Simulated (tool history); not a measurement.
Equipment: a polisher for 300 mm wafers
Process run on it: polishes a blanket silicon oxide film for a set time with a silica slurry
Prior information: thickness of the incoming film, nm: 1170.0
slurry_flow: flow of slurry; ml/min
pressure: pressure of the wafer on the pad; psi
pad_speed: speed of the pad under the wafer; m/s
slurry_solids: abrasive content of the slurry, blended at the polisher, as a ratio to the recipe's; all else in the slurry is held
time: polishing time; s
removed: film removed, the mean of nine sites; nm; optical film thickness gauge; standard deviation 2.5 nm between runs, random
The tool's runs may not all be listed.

{"run": 1, "hour": 0.0, "slurry_flow": 185, "pressure": 3.7, "pad_speed": 1.52, "slurry_solids": 1.0, "time": 66, "removed": 239.93}
{"run": 2, "hour": 1.2, "slurry_flow": 185, "pressure": 3.5, "pad_speed": 1.5, "slurry_solids": 1.0, "time": 66, "removed": 222.51}
{"run": 3, "hour": 7.4, "slurry_flow": 185, "pressure": 3.3, "pad_speed": 1.5, "slurry_solids": 1.0, "time": 66, "removed": 213.31}
{"run": 4, "hour": 14.7, "slurry_flow": 185, "pressure": 3.1, "pad_speed": 1.5, "slurry_solids": 1.0, "time": 66, "removed": 201.1}
{"run": 5, "hour": 17.6, "slurry_flow": 185, "pressure": 3.0, "pad_speed": 1.5, "slurry_solids": 1.0, "time": 66, "removed": 197.33}
{"run": 6, "hour": 18.5, "slurry_flow": 185, "pressure": 2.9, "pad_speed": 1.5, "slurry_solids": 1.0, "time": 66, "removed": 191.2}

For run 7, what comes out?
{"run": 7, "hour": 21.3, "slurry_flow": 185, "pressure": 2.8, "pad_speed": 1.5, "slurry_solids": 1.0, "time": 66, "removed": "?"}

For run 7 the tool returned removed 183.64 nm.

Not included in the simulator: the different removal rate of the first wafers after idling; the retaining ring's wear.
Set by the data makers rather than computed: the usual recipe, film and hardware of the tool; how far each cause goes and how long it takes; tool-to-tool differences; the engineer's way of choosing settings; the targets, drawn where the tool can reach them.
